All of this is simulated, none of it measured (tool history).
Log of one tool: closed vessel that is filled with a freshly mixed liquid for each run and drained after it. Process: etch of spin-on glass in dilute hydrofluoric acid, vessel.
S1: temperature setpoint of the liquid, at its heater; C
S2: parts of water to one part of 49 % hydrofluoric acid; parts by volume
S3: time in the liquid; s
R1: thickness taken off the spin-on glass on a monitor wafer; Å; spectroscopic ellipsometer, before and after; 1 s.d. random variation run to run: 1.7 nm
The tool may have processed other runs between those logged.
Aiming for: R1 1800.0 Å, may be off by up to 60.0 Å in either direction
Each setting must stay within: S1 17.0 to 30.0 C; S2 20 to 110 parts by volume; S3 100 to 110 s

{"run": 1, "hour": 0.0, "S1": 22.0, "S2": 60, "S3": 100, "R1": 1104.8}
{"run": 2, "hour": 6.6, "S1": 22.0, "S2": 60, "S3": 100, "R1": 1104.3}
{"run": 3, "hour": 10.9, "S1": 25.0, "S2": 60, "S3": 100, "R1": 1239.7}
{"run": 4, "hour": 16.8, "S1": 27.0, "S2": 60, "S3": 100, "R1": 1372.4}
{"run": 5, "hour": 24.8, "S1": 27.0, "S2": 50, "S3": 100, "R1": 1672.5}
{"run": 6, "hour": 26.1, "S1": 27.0, "S2": 35, "S3": 100, "R1": 2442.3}
{"run": 7, "hour": 34.1, "S1": 23.0, "S2": 35, "S3": 100, "R1": 2088.6}
{"run": 8, "hour": 43.1, "S1": 22.0, "S2": 35, "S3": 100, "R1": 1939.8}
{"run": 9, "hour": 47.9, "S1": 21.5, "S2": 35, "S3": 100, "R1": 1911.3}
{"run": 10, "hour": 54.8, "S1": 21.0, "S2": 35, "S3": 100, "R1": 1873.7}

Of the 4 settings listed for the next run, only one would bring every result within its allowed miss of target. Which one?
{"run": "A", "hour": 61.7, "S1": 17.5, "S2": 30, "S3": 105, "R1": "?"}
{"run": "B", "hour": 61.7, "S1": 24.0, "S2": 40, "S3": 110, "R1": "?"}
{"run": "C", "hour": 61.7, "S1": 23.0, "S2": 40, "S3": 100, "R1": "?"}
{"run": "D", "hour": 61.7, "S1": 22.0, "S2": 35, "S3": 100, "R1": "?"}

move=A R1=1983.5
move=B R1=2031.7
move=C R1=1771.7
move=D R1=1953.9
A: misses by more than the last run did
B: misses by more than the last run did
C: each result inside its tolerance
D: misses by more than the last run did
Correct choice: C, which meets every target
